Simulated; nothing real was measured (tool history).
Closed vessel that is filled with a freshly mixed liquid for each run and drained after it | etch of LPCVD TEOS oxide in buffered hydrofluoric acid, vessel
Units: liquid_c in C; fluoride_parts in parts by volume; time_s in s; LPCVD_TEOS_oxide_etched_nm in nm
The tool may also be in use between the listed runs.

| run | hour | liquid_c | fluoride_parts | time_s | LPCVD_TEOS_oxide_etched_nm |
|---|---|---|---|---|---|
| 1 | 0 | 25 | 17 | 95 | 175.69 |
| 2 | 8.8 | 25 | 17 | 95 | 175.59 |
| 3 | 14 | 25 | 19 | 95 | 158.79 |
| 4 | 20 | 23 | 19 | 95 | 140.97 |
| 5 | 24.9 | 23.5 | 19 | 95 | 143.78 |
| 6 | 30.3 | 23.5 | 24 | 95 | 118.79 |
| 7 | 33.6 | 24.5 | 24 | 95 | 124.45 |
| 8 | 34.3 | 25.5 | 24 | 95 | 131.85 |

The next listed run, before its measurement:
| 9 | 36.2 | 26.5 | 24 | 95 | ? |

LPCVD_TEOS_oxide_etched_nm: 140.03 nm
